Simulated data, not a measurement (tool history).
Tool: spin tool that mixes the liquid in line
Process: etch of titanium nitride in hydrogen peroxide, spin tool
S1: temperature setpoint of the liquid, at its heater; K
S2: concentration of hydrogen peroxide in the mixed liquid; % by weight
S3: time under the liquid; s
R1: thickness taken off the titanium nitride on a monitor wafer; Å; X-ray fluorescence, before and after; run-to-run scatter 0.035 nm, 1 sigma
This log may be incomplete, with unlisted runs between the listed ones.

run  hour      S1  S2   S3      R1
  1     0  318.15  23  310  74.502
  2   1.6  318.15  23  330  79.714
  3   5.7  318.15  19  330  76.384
  4  10.5  312.65  19  330  49.979
  5  17.5  312.15  19  330  47.862
     24.3  -- peroxide flow meter replaced
  6  24.3  312.15  19  330  49.215

Run 7 comes next. What will it give?
  7  31.9  311.65  19  330   ?

Run 7 produced R1 47.038 Å.
